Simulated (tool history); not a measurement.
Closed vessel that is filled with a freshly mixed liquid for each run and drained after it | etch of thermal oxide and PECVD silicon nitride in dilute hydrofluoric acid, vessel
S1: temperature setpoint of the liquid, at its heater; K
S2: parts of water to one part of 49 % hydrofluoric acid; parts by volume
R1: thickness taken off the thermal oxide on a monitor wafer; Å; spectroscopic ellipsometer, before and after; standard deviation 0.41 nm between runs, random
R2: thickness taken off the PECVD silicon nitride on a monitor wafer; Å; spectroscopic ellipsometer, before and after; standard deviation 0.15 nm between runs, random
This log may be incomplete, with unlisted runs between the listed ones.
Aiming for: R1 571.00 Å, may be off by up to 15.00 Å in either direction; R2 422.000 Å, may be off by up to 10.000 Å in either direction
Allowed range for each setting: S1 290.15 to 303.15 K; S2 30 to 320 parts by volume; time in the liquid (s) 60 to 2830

{"run": 1, "hour": 0.0, "S1": 295.15, "S2": 175, "time in the liquid (s)": 1445, "R1": 325.91, "R2": 238.11}
{"run": 2, "hour": 8.5, "S1": 295.15, "S2": 175, "time in the liquid (s)": 855, "R1": 192.99, "R2": 139.56}
{"run": 3, "hour": 12.4, "S1": 293.15, "S2": 175, "time in the liquid (s)": 855, "R1": 178.08, "R2": 123.73}
{"run": 4, "hour": 17.3, "S1": 293.15, "S2": 175, "time in the liquid (s)": 495, "R1": 102.87, "R2": 70.963}
{"run": 5, "hour": 20.3, "S1": 295.15, "S2": 145, "time in the liquid (s)": 515, "R1": 146.09, "R2": 102.24}
{"run": 6, "hour": 21.7, "S1": 298.65, "S2": 145, "time in the liquid (s)": 515, "R1": 166.45, "R2": 127.4}
{"run": 7, "hour": 31.5, "S1": 299.65, "S2": 120, "time in the liquid (s)": 605, "R1": 256.08, "R2": 193.34}
{"run": 8, "hour": 38.9, "S1": 303.15, "S2": 50, "time in the liquid (s)": 575, "R1": 736.28, "R2": 547.33}
{"run": 9, "hour": 43.4, "S1": 303.15, "S2": 50, "time in the liquid (s)": 575, "R1": 723.97, "R2": 546.32}
{"run": 10, "hour": 51.1, "S1": 302.65, "S2": 55, "time in the liquid (s)": 585, "R1": 656.34, "R2": 492.36}
{"run": 11, "hour": 57.0, "S1": 302.15, "S2": 55, "time in the liquid (s)": 590, "R1": 638.95, "R2": 478.01}
{"run": 12, "hour": 58.8, "S1": 301.65, "S2": 55, "time in the liquid (s)": 590, "R1": 628.76, "R2": 463.12}
{"run": 13, "hour": 62.9, "S1": 301.65, "S2": 55, "time in the liquid (s)": 595, "R1": 640.2, "R2": 467.49}
{"run": 14, "hour": 69.7, "S1": 301.15, "S2": 75, "time in the liquid (s)": 645, "R1": 487.16, "R2": 361.49}

Exactly one of the 4 candidate moves below puts every result within its allowed miss. Which one?
{"run": "A", "hour": 76.5, "S1": 301.65, "S2": 105, "time in the liquid (s)": 765, "R1": "?", "R2": "?"}
{"run": "B", "hour": 76.5, "S1": 301.15, "S2": 65, "time in the liquid (s)": 685, "R1": "?", "R2": "?"}
{"run": "C", "hour": 76.5, "S1": 301.15, "S2": 75, "time in the liquid (s)": 800, "R1": "?", "R2": "?"}
{"run": "D", "hour": 76.5, "S1": 301.65, "S2": 65, "time in the liquid (s)": 630, "R1": "?", "R2": "?"}

move=A R1=402.67 R2=315.490
move=B R1=604.01 R2=441.210
move=C R1=602.75 R2=447.040
move=D R1=566.53 R2=419.140
A: further off than the last run
B: moves the result that the last run missed by most past its target, out the other side
C: moves the result that the last run missed by most past its target, out the other side
D: every result lands within tolerance
D meets every target.
